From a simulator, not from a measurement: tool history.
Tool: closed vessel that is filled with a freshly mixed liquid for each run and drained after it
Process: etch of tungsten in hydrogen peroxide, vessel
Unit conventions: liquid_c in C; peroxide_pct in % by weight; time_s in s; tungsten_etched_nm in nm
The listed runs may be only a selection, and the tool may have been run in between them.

run  hour  liquid_c  peroxide_pct  time_s  tungsten_etched_nm
  1   0.0      54.0          16.5      35             104.840
  2   1.4      54.0          18.0      35             110.430
  3   6.2      54.0          18.0      30              95.005
  4  13.6      52.5          18.0      30              85.675
  5  18.1      46.5          18.0      30              59.720
  6  27.1      46.0          18.0      30              57.480

Run 7 comes next. What will it give?
  7  32.9      45.0          18.0      30                   ?

{"run 7": {"tungsten_etched_nm": 54.554}}

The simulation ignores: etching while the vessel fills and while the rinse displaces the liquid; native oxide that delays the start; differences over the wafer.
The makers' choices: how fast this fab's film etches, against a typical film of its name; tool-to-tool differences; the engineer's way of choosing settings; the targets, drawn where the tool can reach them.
